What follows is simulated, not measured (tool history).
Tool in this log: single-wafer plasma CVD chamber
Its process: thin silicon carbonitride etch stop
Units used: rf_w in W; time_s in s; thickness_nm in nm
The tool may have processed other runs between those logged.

| run | hour | rf_w | time_s | thickness_nm |
|---|---|---|---|---|
| 1 | 0.0 | 240 | 13.7 | 7.6734 |
| 2 | 7.5 | 240 | 14.5 | 8.1644 |
| 3 | 15.4 | 230 | 14.5 | 8.1012 |
| 4 | 19.0 | 230 | 13.5 | 7.4481 |
| 5 | 23.9 | 225 | 13.5 | 7.4544 |
| 6 | 30.0 | 245 | 13.5 | 7.6280 |

The next listed run, before its measurement:
| 7 | 38.1 | 245 | 13.5 | ? |

{"run 7": {"thickness_nm": 7.5798}}
